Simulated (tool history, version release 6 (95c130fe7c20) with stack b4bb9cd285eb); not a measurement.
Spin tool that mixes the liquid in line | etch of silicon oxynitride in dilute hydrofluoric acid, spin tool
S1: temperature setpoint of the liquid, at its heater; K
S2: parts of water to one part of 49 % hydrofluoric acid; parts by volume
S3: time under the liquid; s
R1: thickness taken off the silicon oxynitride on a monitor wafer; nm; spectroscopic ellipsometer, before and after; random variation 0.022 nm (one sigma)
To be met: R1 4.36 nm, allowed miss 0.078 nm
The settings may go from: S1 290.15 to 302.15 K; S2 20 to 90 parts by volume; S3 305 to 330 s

run	day	S1	S2	S3	R1
1	0	294.15	50	305	8.7399
2	0.367	293.65	50	305	8.4253
3	0.438	293.65	40	305	10.565
4	0.479	291.15	40	305	9.3653
5	0.742	291.15	45	305	8.3693
6	0.8	291.15	45	330	9.1053
7	1.079	291.15	50	330	8.1163
8	1.4	291.15	50	330	8.1345
9	1.433	290.65	65	330	5.9761
10	1.538	290.15	75	330	5.0785
11	1.9	290.15	80	330	4.7325

Which of these 4 next moves meets every target?
A	2.262	290.15	80	315	?
B	2.262	291.65	85	315	?
C	2.262	292.65	90	305	?
D	2.262	290.65	80	305	?

move	R1
A	4.49
B	4.542
C	4.3497
D	4.4588
A: nearer than the last run, and not there yet
B: nearer than the last run, and not there yet
C: meets every target
D: nearer than the last run, and not there yet
Answer: C
